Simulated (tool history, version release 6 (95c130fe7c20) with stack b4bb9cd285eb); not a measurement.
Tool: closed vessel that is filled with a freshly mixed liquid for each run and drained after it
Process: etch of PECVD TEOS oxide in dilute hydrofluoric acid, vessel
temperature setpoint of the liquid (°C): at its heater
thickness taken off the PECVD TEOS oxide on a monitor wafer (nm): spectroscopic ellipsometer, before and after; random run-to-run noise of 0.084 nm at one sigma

run,hour,temperature setpoint of the liquid (°C),parts of water to one part of 49 % hydrofluoric acid (parts by volume),time in the liquid (s),thickness taken off the PECVD TEOS oxide on a monitor wafer (nm)
1,0.0,22.0,110,85,5.3478
2,4.0,19.5,110,85,4.7154
3,6.1,23.0,105,85,5.7745
4,6.8,23.0,120,85,4.8659
5,14.9,23.0,80,85,7.8755
6,17.9,23.0,105,85,5.7462
7,25.1,25.0,100,85,6.6642
8,28.7,26.5,95,85,7.3905
9,33.7,27.5,90,85,8.1736

Predict the results of run 10:
10,36.1,28.5,90,85,?

For run 10 the tool returned thickness taken off the PECVD TEOS oxide on a monitor wafer (nm) 8.4462.

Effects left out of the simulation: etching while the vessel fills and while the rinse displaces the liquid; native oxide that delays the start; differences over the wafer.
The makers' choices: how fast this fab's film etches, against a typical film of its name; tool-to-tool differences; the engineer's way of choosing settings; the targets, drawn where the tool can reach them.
